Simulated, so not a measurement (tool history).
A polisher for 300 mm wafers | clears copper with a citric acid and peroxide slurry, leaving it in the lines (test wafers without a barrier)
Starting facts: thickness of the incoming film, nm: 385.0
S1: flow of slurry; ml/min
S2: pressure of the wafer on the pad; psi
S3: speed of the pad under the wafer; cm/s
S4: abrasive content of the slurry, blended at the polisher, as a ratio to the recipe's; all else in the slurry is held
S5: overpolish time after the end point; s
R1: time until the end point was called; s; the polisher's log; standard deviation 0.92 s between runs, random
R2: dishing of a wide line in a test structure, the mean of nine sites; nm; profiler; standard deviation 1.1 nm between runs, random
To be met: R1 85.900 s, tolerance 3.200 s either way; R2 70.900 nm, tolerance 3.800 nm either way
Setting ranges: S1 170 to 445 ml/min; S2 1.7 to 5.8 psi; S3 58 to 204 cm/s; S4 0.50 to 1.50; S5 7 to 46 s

run 1 hour=0.0 | S1=285 S2=3.7 S3=130 S4=1.00 S5=24 | R1=116.210 R2=50.923
run 2 hour=4.0 | S1=285 S2=4.0 S3=130 S4=1.00 S5=24 | R1=111.560 R2=55.221
run 3 hour=7.0 | S1=285 S2=3.4 S3=130 S4=1.00 S5=24 | R1=121.910 R2=48.788
run 4 hour=10.7 | S1=285 S2=3.8 S3=130 S4=1.00 S5=24 | R1=112.760 R2=52.077
run 5 hour=17.7 | S1=285 S2=3.8 S3=130 S4=1.00 S5=31 | R1=114.590 R2=65.933
run 6 hour=20.5 | S1=285 S2=3.8 S3=118 S4=1.00 S5=31 | R1=124.070 R2=61.249
run 7 hour=22.1 | S1=285 S2=4.2 S3=120 S4=1.00 S5=29 | R1=115.890 R2=60.156
run 8 hour=26.6 | S1=285 S2=4.6 S3=122 S4=1.00 S5=28 | R1=108.600 R2=62.657
run 9 hour=27.6 | S1=285 S2=4.6 S3=122 S4=1.00 S5=28 | R1=109.680 R2=61.945
run 10 hour=29.5 | S1=285 S2=4.9 S3=124 S4=1.00 S5=27 | R1=102.360 R2=64.514
run 11 hour=38.5 | S1=285 S2=5.1 S3=126 S4=1.00 S5=26 | R1=98.491 R2=65.709
run 12 hour=40.5 | S1=285 S2=5.3 S3=128 S4=1.00 S5=26 | R1=94.661 R2=65.831
run 13 hour=43.9 | S1=285 S2=5.4 S3=128 S4=1.00 S5=26 | R1=92.533 R2=68.273

Pick the move, out of 4, that brings all results within their allowed miss; only one does.
run A hour=47.3 | S1=335 S2=5.3 S3=124 S4=1.00 S5=29 | R1=? R2=?
run B hour=47.3 | S1=290 S2=5.4 S3=122 S4=1.00 S5=31 | R1=? R2=?
run C hour=47.3 | S1=300 S2=4.4 S3=124 S4=0.85 S5=34 | R1=? R2=?
run D hour=47.3 | S1=290 S2=5.1 S3=146 S4=0.95 S5=26 | R1=? R2=?

move=A R1=94.120 R2=71.534
move=B R1=95.697 R2=74.260
move=C R1=111.340 R2=70.427
move=D R1=84.463 R2=71.321
A: further off than the last run
B: further off than the last run
C: further off than the last run
D: each result inside its tolerance
Answer: D

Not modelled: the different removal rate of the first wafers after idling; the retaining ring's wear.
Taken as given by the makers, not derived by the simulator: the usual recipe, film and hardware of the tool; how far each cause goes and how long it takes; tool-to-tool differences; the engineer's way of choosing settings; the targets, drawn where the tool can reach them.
